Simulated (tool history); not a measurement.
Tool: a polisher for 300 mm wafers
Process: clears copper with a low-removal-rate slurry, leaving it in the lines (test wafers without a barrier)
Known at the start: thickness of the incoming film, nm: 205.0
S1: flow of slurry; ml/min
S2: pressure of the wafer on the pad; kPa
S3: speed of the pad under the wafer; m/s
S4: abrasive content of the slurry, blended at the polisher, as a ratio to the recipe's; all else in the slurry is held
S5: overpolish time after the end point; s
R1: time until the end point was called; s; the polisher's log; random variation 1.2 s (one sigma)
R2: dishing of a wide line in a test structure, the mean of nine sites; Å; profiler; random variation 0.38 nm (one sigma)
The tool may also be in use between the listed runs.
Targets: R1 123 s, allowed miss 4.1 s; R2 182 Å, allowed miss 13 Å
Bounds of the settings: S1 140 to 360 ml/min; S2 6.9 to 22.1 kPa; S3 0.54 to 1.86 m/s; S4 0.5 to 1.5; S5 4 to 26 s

| run | hour | S1 | S2 | S3 | S4 | S5 | R1 | R2 |
|---|---|---|---|---|---|---|---|---|
| 1 | 0 | 230 | 14.5 | 1.18 | 1 | 13 | 86.532 | 214.6 |
| 2 | 8.3 | 230 | 14.5 | 1.3 | 1 | 13 | 79.814 | 235.69 |
| 3 | 15.7 | 230 | 13.1 | 1.3 | 1 | 13 | 87.047 | 208.99 |
| 4 | 19.2 | 230 | 10.3 | 1.3 | 1 | 13 | 111.05 | 161.72 |
| 5 | 27 | 230 | 10.3 | 1.3 | 1 | 14 | 108.95 | 176.38 |
| 6 | 29.4 | 230 | 10.3 | 1.3 | 1 | 15 | 111.44 | 188.45 |
| 7 | 33.6 | 225 | 9.7 | 1.3 | 1 | 16 | 119.01 | 186.47 |
| 8 | 38.1 | 220 | 9.7 | 1.3 | 1 | 16 | 119.8 | 189.27 |
| 9 | 45.4 | 220 | 9.7 | 1.3 | 1 | 16 | 117.6 | 186.9 |

Which of these 5 next moves meets every target?
| A | 52.7 | 245 | 11.7 | 1.1 | 0.85 | 15 | ? | ? |
| B | 52.7 | 180 | 11 | 1.24 | 0.85 | 14 | ? | ? |
| C | 52.7 | 145 | 9 | 1.6 | 0.75 | 15 | ? | ? |
| D | 52.7 | 275 | 9 | 1.5 | 0.95 | 15 | ? | ? |
| E | 52.7 | 210 | 9.7 | 1.24 | 0.95 | 16 | ? | ? |

| move | R1 | R2 |
|---|---|---|
| A | 117.64 | 179.77 |
| B | 114.63 | 172.41 |
| C | 116.33 | 178.75 |
| D | 111.29 | 185.81 |
| E | 125.4 | 177.9 |
A: as far off as the last run
B: further off than the last run
C: further off than the last run
D: further off than the last run
E: meets every target
Move E is the one to make.
